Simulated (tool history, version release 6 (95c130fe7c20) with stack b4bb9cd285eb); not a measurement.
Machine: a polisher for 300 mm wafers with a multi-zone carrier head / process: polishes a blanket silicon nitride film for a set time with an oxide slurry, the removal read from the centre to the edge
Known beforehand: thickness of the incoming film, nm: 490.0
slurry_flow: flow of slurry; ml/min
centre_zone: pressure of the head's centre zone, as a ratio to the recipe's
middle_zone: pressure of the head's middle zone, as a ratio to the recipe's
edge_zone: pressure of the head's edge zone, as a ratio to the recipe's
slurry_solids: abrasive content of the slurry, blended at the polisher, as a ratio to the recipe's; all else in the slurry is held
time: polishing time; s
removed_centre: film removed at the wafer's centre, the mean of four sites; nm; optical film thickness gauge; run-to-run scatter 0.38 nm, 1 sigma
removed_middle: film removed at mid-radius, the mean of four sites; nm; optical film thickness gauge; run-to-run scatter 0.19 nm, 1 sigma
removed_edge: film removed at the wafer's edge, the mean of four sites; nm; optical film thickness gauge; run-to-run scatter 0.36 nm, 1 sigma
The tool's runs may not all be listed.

Run 1, hour 0: slurry_flow 270 ml/min, centre_zone 1, middle_zone 1, edge_zone 1, slurry_solids 1, time 84 s. Result: removed_centre 45.236 nm, removed_middle 44.826 nm, removed_edge 45.825 nm.
Run 2, hour 6.1: slurry_flow 270 ml/min, centre_zone 1, middle_zone 1, edge_zone 1, slurry_solids 1.1, time 84 s. Result: removed_centre 47.607 nm, removed_middle 47.413 nm, removed_edge 47.724 nm.
Run 3, hour 8.5: slurry_flow 270 ml/min, centre_zone 1, middle_zone 1, edge_zone 1, slurry_solids 1.1, time 94 s. Result: removed_centre 53.695 nm, removed_middle 53.079 nm, removed_edge 53.238 nm.
Run 4, hour 16.6: slurry_flow 270 ml/min, centre_zone 1, middle_zone 1, edge_zone 1, slurry_solids 1.1, time 105 s. Result: removed_centre 58.659 nm, removed_middle 60.123 nm, removed_edge 59.254 nm.
Run 5, hour 21: slurry_flow 265 ml/min, centre_zone 1.01, middle_zone 0.98, edge_zone 0.97, slurry_solids 0.95, time 96 s. Result: removed_centre 50.836 nm, removed_middle 48.919 nm, removed_edge 48.591 nm.
Run 6, hour 22.1: slurry_flow 265 ml/min, centre_zone 1.01, middle_zone 1.01, edge_zone 0.97, slurry_solids 0.95, time 96 s. Result: removed_centre 50.007 nm, removed_middle 50.53 nm, removed_edge 48.724 nm.

Expected results for the next run?
Run 7, hour 27.1: slurry_flow 260 ml/min, centre_zone 1, middle_zone 0.97, edge_zone 0.95, slurry_solids 0.85, time 91 s. Result: removed_centre ?, removed_middle ?, removed_edge ?.

removed_centre: 44.715 nm
removed_middle: 43.639 nm
removed_edge: 42.939 nm
